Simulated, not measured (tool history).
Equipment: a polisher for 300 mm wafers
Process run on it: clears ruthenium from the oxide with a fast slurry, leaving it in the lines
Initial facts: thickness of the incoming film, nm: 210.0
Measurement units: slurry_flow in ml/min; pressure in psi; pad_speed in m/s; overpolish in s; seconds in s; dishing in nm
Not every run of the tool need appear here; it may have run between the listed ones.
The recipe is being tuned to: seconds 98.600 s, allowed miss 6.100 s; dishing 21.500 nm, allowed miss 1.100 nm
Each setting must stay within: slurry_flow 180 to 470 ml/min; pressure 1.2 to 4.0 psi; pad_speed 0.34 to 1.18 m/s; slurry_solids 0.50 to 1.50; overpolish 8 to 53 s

run  hour  slurry_flow  pressure  pad_speed  slurry_solids  overpolish  seconds  dishing
  1   0.0          300       2.6       0.76           1.00          27   77.122   55.091
  2   5.8          300       2.5       0.74           1.00          23   83.937   44.348
  3   9.2          300       2.4       0.74           1.00          20   85.960   37.809
  4  13.3          300       2.3       0.74           1.00          18   91.698   33.397
  5  20.5          300       1.8       0.74           1.00          18  118.710   26.918
  6  28.8          300       2.0       0.74           1.00          18  103.760   30.079
  7  30.8          300       2.0       0.74           1.00           8  103.430   13.609
  8  33.5          300       2.0       0.74           1.00           9  103.430   15.791
  9  34.5          300       2.0       0.74           1.00          10  105.440   17.336
 10  38.7          300       2.0       0.74           1.00          11  105.290   19.016
 11  42.9          300       2.0       0.74           1.00          11  104.210   19.282

Which one of the following 5 next-run settings gets every result inside its allowed miss? There is exactly one.
  A  47.1          310       2.1       0.76           1.05          10        ?        ?
  B  47.1          280       1.7       1.02           1.00          12        ?        ?
  C  47.1          305       2.3       0.76           1.05          12        ?        ?
  D  47.1          340       2.0       0.76           1.05          12        ?        ?
  E  47.1          300       2.0       0.72           1.00          10        ?        ?

move  seconds  dishing
   A   97.308   18.461
   B   91.705   23.121
   C   89.211   23.717
   D  101.490   21.049
   E  109.740   16.483
A: moves away from the targets compared with the last run
B: takes the result that was furthest off past its target
C: takes the result that was furthest off past its target
D: hits every target within its allowed miss
E: moves away from the targets compared with the last run
Correct choice: D, which meets every target
